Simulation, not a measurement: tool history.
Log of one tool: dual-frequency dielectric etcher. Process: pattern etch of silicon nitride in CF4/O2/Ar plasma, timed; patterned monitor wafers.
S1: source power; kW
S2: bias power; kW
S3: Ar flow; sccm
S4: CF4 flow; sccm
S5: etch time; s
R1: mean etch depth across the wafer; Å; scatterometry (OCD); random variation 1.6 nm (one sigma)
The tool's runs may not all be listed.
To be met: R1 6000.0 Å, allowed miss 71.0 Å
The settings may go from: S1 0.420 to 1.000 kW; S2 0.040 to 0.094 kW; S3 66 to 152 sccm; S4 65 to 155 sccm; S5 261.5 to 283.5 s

run    day     S1     S2   S3   S4     S5      R1
  1  0.000  0.710  0.067  109  110  283.5  8697.6
  2  0.138  0.710  0.079  109  110  283.5  9222.5
  3  0.396  0.640  0.075  110  110  283.5  8194.5
  4  0.625  0.590  0.074  110  110  283.5  7616.9
  5  0.658  0.550  0.074  110  110  283.5  7124.1
  6  0.925  0.520  0.074  110  110  283.5  6795.9
  7  0.950  0.500  0.074  110  110  283.5  6560.6
  8  1.300  0.490  0.074  110  110  283.5  6442.8
  9  1.379  0.480  0.074  110  110  283.5  6296.9
 10  1.479  0.480  0.074  110  110  283.5  6294.0
 11  1.771  0.430  0.074  110  110  283.5  5706.7
 12  2.075  0.440  0.074  110  110  283.5  5830.9

Which of these 5 next moves meets every target?
  A  2.379  0.470  0.076  118  104  266.5   ?
  B  2.379  0.460  0.071  114  105  282.0   ?
  C  2.379  0.420  0.087  103  118  262.5   ?
  D  2.379  0.470  0.067  106  136  261.5   ?
  E  2.379  0.490  0.077   93   88  266.0   ?

move      R1
   A  5765.9
   B  5860.0
   C  5559.2
   D  5660.4
   E  6006.4
A: further off than the last run
B: nearer than the last run, and not there yet
C: further off than the last run
D: further off than the last run
E: meets every target
Move E is the one to make.

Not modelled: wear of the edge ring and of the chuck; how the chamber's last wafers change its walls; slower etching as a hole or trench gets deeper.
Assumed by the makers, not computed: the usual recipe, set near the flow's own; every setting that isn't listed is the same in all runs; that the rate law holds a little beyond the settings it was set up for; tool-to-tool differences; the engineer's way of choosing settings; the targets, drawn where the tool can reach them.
